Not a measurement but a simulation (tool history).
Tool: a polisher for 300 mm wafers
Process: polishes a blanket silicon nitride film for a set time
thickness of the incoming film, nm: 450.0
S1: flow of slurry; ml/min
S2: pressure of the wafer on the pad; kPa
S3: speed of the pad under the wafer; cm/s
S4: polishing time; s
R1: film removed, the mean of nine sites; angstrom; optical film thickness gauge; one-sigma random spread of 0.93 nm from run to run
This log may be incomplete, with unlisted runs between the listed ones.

{"run": 1, "hour": 0.0, "S1": 230, "S2": 26.9, "S3": 126, "S4": 46, "R1": 1114.6}
{"run": 2, "hour": 8.8, "S1": 230, "S2": 22.8, "S3": 124, "S4": 46, "R1": 934.53}
{"run": 3, "hour": 16.8, "S1": 230, "S2": 29.0, "S3": 124, "S4": 46, "R1": 1155.5}
{"run": 4, "hour": 20.1, "S1": 230, "S2": 29.0, "S3": 142, "S4": 46, "R1": 1337.9}
{"run": 5, "hour": 23.7, "S1": 230, "S2": 24.1, "S3": 134, "S4": 46, "R1": 1044.4}
{"run": 6, "hour": 26.5, "S1": 230, "S2": 24.1, "S3": 134, "S4": 49, "R1": 1117.5}
{"run": 7, "hour": 30.4, "S1": 230, "S2": 20.7, "S3": 128, "S4": 49, "R1": 944.58}
{"run": 8, "hour": 36.9, "S1": 230, "S2": 18.6, "S3": 124, "S4": 49, "R1": 841.97}
{"run": 9, "hour": 45.5, "S1": 230, "S2": 16.5, "S3": 122, "S4": 49, "R1": 728.4}

Run 10 is up next; what results do you expect?
{"run": 10, "hour": 51.4, "S1": 230, "S2": 13.1, "S3": 120, "S4": 49, "R1": "?"}

Run 10 came out at R1 591.26 angstrom.
